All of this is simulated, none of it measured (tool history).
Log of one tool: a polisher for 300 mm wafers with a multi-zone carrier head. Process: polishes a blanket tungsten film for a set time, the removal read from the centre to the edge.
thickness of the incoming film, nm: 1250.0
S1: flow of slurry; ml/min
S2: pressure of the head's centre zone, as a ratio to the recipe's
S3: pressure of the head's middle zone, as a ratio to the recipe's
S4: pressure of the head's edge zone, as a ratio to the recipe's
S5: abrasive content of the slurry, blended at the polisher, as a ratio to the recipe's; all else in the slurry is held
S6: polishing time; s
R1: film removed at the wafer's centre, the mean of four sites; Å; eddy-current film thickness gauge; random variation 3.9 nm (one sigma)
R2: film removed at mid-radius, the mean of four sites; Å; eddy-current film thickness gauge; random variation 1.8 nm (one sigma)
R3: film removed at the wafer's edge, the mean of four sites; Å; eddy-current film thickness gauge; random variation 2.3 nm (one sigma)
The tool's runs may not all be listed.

run    day   S1    S2    S3    S4    S5  S6      R1      R2      R3
  1      0  130     1     1     1     1  57  1891.7  1948.6  1943.2
  2  0.312  140  1.04  1.03  1.04  1.15  58  2069.8  2069.2  2056.9
  3  0.492  140  1.04  1.03  1.04  1.15  47  1656.7  1697.1    1650
  4  0.675  140  1.04     1  1.04  1.15  47  1668.8  1656.7  1676.3
  5  1.025  140   1.1     1  1.04  1.15  47  1806.9  1651.4  1657.5
  6  1.075  140   1.1     1  1.04  1.15  40  1495.1  1397.6  1388.8
  7  1.179  175  1.13   1.1  1.14   1.4  56  2362.6  2284.6  2220.7
     1.342  -- slurry nozzle cleaned
  8  1.342  180  1.14  1.11  1.15  1.45  58    2604    2497  2369.6

Forecast run 9:
  9  1.571  180  1.14  1.11  1.16  1.45  59   ?   ?   ?

{"run 9": {"R1": 2600.3, "R2": 2543.1, "R3": 2417.3}}
